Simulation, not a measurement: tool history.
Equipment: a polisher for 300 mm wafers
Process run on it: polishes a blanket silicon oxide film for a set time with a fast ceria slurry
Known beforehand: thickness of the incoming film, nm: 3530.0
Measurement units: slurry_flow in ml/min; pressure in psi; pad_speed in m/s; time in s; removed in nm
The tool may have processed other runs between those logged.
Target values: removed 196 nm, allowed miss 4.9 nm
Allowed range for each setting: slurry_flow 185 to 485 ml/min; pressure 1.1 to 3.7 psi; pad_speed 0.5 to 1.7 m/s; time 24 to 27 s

Run 1, day 0: slurry_flow 310 ml/min, pressure 2.4 psi, pad_speed 1.1 m/s, time 27 s. Result: removed 433.73 nm.
Run 2, day 0.333: slurry_flow 310 ml/min, pressure 2.1 psi, pad_speed 1.04 m/s, time 27 s. Result: removed 359.41 nm.
Run 3, day 0.383: slurry_flow 310 ml/min, pressure 2.7 psi, pad_speed 1.04 m/s, time 27 s. Result: removed 467.49 nm.
Run 4, day 0.675: slurry_flow 310 ml/min, pressure 2.4 psi, pad_speed 1 m/s, time 27 s. Result: removed 392.26 nm.
Run 5, day 0.912: slurry_flow 255 ml/min, pressure 2.4 psi, pad_speed 1 m/s, time 27 s. Result: removed 386.19 nm.
Run 6, day 1.1: slurry_flow 255 ml/min, pressure 2.1 psi, pad_speed 0.98 m/s, time 27 s. Result: removed 332.1 nm.
Run 7, day 1.388: slurry_flow 250 ml/min, pressure 1.9 psi, pad_speed 0.96 m/s, time 27 s. Result: removed 295.7 nm.
Run 8, day 1.446: slurry_flow 245 ml/min, pressure 1.7 psi, pad_speed 0.96 m/s, time 27 s. Result: removed 262.37 nm.
Run 9, day 1.579: slurry_flow 240 ml/min, pressure 1.6 psi, pad_speed 0.96 m/s, time 27 s. Result: removed 246.66 nm.
Run 10, day 1.867: slurry_flow 235 ml/min, pressure 1.5 psi, pad_speed 0.96 m/s, time 27 s. Result: removed 232.1 nm.
At day 2.233: slurry nozzle cleaned.
Run 11, day 2.233: slurry_flow 235 ml/min, pressure 1.5 psi, pad_speed 0.96 m/s, time 27 s. Result: removed 251.99 nm.
Run 12, day 2.388: slurry_flow 235 ml/min, pressure 1.4 psi, pad_speed 0.94 m/s, time 27 s. Result: removed 231.14 nm.
Run 13, day 2.521: slurry_flow 230 ml/min, pressure 1.3 psi, pad_speed 0.94 m/s, time 27 s. Result: removed 212.51 nm.

Which of these 5 next moves meets every target?
Run A, day 2.654: slurry_flow 205 ml/min, pressure 1.3 psi, pad_speed 0.98 m/s, time 24 s. Result: removed ?.
Run B, day 2.654: slurry_flow 245 ml/min, pressure 1.4 psi, pad_speed 0.86 m/s, time 24 s. Result: removed ?.
Run C, day 2.654: slurry_flow 215 ml/min, pressure 1.2 psi, pad_speed 0.92 m/s, time 26 s. Result: removed ?.
Run D, day 2.654: slurry_flow 195 ml/min, pressure 1.4 psi, pad_speed 0.78 m/s, time 27 s. Result: removed ?.
Run E, day 2.654: slurry_flow 315 ml/min, pressure 1.3 psi, pad_speed 0.8 m/s, time 27 s. Result: removed ?.

move  removed
   A   192.84
   B   186.51
   C   183.41
   D   185.52
   E   187.14
A: in spec on every target
B: the result that was furthest off in the last run now lies on the other side of its target
C: the result that was furthest off in the last run now lies on the other side of its target
D: the result that was furthest off in the last run now lies on the other side of its target
E: the result that was furthest off in the last run now lies on the other side of its target
So the answer is move A, the one that meets all the targets.
